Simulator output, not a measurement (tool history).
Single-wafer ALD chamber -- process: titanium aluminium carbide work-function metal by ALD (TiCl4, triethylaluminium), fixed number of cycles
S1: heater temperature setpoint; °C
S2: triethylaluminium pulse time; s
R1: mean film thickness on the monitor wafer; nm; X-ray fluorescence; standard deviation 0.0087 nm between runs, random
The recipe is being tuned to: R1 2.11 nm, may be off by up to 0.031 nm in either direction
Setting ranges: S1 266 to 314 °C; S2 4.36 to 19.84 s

Run 1, hour 0: S1 290 °C, S2 12.1 s. Result: R1 1.9266 nm.
Run 2, hour 1.2: S1 296 °C, S2 12.1 s. Result: R1 1.9846 nm.
Run 3, hour 3.4: S1 291 °C, S2 12.1 s. Result: R1 1.9344 nm.
Run 4, hour 10.3: S1 291 °C, S2 14.27 s. Result: R1 1.9451 nm.
Run 5, hour 17.1: S1 294 °C, S2 14.46 s. Result: R1 1.9828 nm.
Run 6, hour 24.9: S1 294 °C, S2 11.68 s. Result: R1 1.9562 nm.
Run 7, hour 28.1: S1 297 °C, S2 11.95 s. Result: R1 1.9824 nm.
Run 8, hour 35.4: S1 300 °C, S2 12.22 s. Result: R1 2.0413 nm.

Which one of the following 4 next-run settings gets every result inside its allowed miss? There is exactly one.
Run A, hour 42.7: S1 305 °C, S2 9.4 s. Result: R1 ?.
Run B, hour 42.7: S1 301 °C, S2 10.94 s. Result: R1 ?.
Run C, hour 42.7: S1 302 °C, S2 12.44 s. Result: R1 ?.
Run D, hour 42.7: S1 307 °C, S2 12.93 s. Result: R1 ?.

move      R1
   A  2.0237
   B  2.0194
   C  2.0492
   D  2.1041
A: its largest miss is bigger than the last run's
B: its largest miss is bigger than the last run's
C: nearer the targets than the last run, but a result is still out of spec
D: each result inside its tolerance
So the answer is move D, the one that meets all the targets.

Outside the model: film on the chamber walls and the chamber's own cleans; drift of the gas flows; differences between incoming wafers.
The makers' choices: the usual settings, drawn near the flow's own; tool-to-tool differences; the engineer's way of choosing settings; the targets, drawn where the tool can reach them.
